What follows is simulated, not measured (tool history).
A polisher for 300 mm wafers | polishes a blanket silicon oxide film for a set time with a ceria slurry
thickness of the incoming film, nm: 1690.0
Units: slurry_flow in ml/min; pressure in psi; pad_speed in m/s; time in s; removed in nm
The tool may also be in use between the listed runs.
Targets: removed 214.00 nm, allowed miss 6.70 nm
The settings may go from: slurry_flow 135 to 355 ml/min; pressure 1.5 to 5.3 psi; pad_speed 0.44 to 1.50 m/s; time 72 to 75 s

| run | hour | slurry_flow | pressure | pad_speed | time | removed |
|---|---|---|---|---|---|---|
| 1 | 0.0 | 225 | 3.4 | 0.96 | 72 | 274.69 |
| 2 | 1.2 | 225 | 3.4 | 0.96 | 72 | 270.43 |
| 3 | 7.2 | 225 | 3.2 | 0.96 | 72 | 259.15 |
| 4 | 8.9 | 225 | 3.0 | 0.96 | 72 | 244.47 |
| 5 | 14.1 | 225 | 3.7 | 0.96 | 72 | 297.59 |
| 6 | 19.1 | 225 | 4.0 | 0.96 | 72 | 325.49 |
| 7 | 25.3 | 220 | 3.6 | 0.96 | 72 | 287.75 |
| 8 | 32.6 | 215 | 3.3 | 0.96 | 72 | 263.36 |

4 next moves are on the table. One of them brings every result within its allowed miss. Which?
| A | 39.9 | 205 | 4.5 | 0.74 | 72 | ? |
| B | 39.9 | 250 | 3.7 | 1.16 | 75 | ? |
| C | 39.9 | 215 | 3.4 | 0.82 | 72 | ? |
| D | 39.9 | 320 | 2.9 | 0.82 | 72 | ? |

| move | removed |
|---|---|
| A | 283.86 |
| B | 371.01 |
| C | 239.47 |
| D | 214.59 |
A: further off than the last run
B: further off than the last run
C: nearer than the last run, and not there yet
D: meets every target
Answer: D
